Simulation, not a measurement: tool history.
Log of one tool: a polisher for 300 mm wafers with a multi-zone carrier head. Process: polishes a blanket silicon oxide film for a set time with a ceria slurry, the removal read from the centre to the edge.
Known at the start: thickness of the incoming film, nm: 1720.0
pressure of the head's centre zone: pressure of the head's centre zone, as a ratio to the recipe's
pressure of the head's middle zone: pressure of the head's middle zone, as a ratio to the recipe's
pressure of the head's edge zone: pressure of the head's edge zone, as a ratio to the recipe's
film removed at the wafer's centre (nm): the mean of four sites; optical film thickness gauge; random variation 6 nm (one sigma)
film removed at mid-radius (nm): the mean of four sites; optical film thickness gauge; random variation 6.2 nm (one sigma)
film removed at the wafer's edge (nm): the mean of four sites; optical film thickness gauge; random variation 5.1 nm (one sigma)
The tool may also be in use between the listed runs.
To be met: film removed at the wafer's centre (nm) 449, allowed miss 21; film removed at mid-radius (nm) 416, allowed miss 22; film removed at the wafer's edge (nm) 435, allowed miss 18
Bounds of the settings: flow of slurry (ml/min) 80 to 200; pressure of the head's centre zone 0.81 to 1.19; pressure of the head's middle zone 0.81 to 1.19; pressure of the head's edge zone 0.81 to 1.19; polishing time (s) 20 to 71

| run | hour | flow of slurry (ml/min) | pressure of the head's centre zone | pressure of the head's middle zone | pressure of the head's edge zone | polishing time (s) | film removed at the wafer's centre (nm) | film removed at mid-radius (nm) | film removed at the wafer's edge (nm) |
|---|---|---|---|---|---|---|---|---|---|
| 1 | 0 | 130 | 1 | 1 | 1 | 45 | 269.6 | 257.89 | 270.74 |
| 2 | 1.4 | 135 | 1.01 | 1.01 | 1.02 | 48 | 292.99 | 289.81 | 294.39 |
| 3 | 9.8 | 135 | 1.09 | 1.01 | 1.02 | 48 | 320.53 | 286.97 | 297 |
| 4 | 10.7 | 140 | 1.09 | 1.01 | 1.04 | 50 | 327.91 | 305.99 | 314.5 |
| 5 | 15.6 | 140 | 1.09 | 1.01 | 1.04 | 61 | 407.55 | 365.16 | 374.57 |
| 6 | 17.2 | 145 | 1.09 | 1.01 | 1.06 | 61 | 408.78 | 369.84 | 380.82 |
| 7 | 21.1 | 150 | 1.09 | 1.01 | 1.08 | 62 | 415.51 | 367.11 | 397.51 |
| 8 | 25 | 155 | 1.09 | 1.02 | 1.09 | 62 | 412.15 | 375.68 | 398.65 |
| 9 | 26.1 | 155 | 1.1 | 1.03 | 1.1 | 63 | 431.43 | 392.11 | 410.83 |
| 10 | 28.9 | 155 | 1.1 | 1.03 | 1.11 | 63 | 428.84 | 390.92 | 405.19 |

Which of these 5 next moves meets every target?
| A | 31.7 | 125 | 1.17 | 1 | 1.06 | 63 | ? | ? | ? |
| B | 31.7 | 175 | 1.12 | 1.09 | 1.18 | 64 | ? | ? | ? |
| C | 31.7 | 160 | 1 | 0.94 | 1.1 | 61 | ? | ? | ? |
| D | 31.7 | 185 | 0.94 | 0.94 | 1.17 | 71 | ? | ? | ? |
| E | 31.7 | 160 | 1.12 | 0.88 | 1.08 | 68 | ? | ? | ? |

| move | film removed at the wafer's centre (nm) | film removed at mid-radius (nm) | film removed at the wafer's edge (nm) |
|---|---|---|---|
| A | 433.84 | 359.35 | 396.44 |
| B | 445.42 | 411.93 | 439.5 |
| C | 373.23 | 342.53 | 401.35 |
| D | 417.14 | 406.52 | 488.94 |
| E | 466.18 | 361.24 | 443.64 |
A: further off than the last run
B: meets every target
C: further off than the last run
D: takes the result that was furthest off past its target
E: brings the result that was furthest off to its target, and leaves another outside
Answer: B
